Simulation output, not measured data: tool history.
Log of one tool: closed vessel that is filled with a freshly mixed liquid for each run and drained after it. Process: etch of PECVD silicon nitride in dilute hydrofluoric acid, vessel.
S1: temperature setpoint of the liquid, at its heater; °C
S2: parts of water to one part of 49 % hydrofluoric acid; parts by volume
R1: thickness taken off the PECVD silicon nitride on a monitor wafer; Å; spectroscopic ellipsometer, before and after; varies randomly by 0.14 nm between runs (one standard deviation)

Run 1, hour 0.0: S1 21.0 °C, S2 100 parts by volume, time in the liquid (s) 2895. Result: R1 411.90 Å.
Run 2, hour 8.9: S1 21.0 °C, S2 75 parts by volume, time in the liquid (s) 2895. Result: R1 542.35 Å.
Run 3, hour 12.6: S1 21.0 °C, S2 75 parts by volume, time in the liquid (s) 3100. Result: R1 578.97 Å.
Run 4, hour 20.9: S1 20.0 °C, S2 90 parts by volume, time in the liquid (s) 3100. Result: R1 459.07 Å.
Run 5, hour 29.0: S1 18.0 °C, S2 90 parts by volume, time in the liquid (s) 3100. Result: R1 397.50 Å.
Run 6, hour 36.8: S1 18.0 °C, S2 90 parts by volume, time in the liquid (s) 2895. Result: R1 370.64 Å.
Run 7, hour 42.5: S1 17.5 °C, S2 95 parts by volume, time in the liquid (s) 2895. Result: R1 337.20 Å.

Run 8 is up next; what results do you expect?
Run 8, hour 44.7: S1 17.5 °C, S2 100 parts by volume, time in the liquid (s) 2895. Result: R1 ?.

R1: 322.45 Å
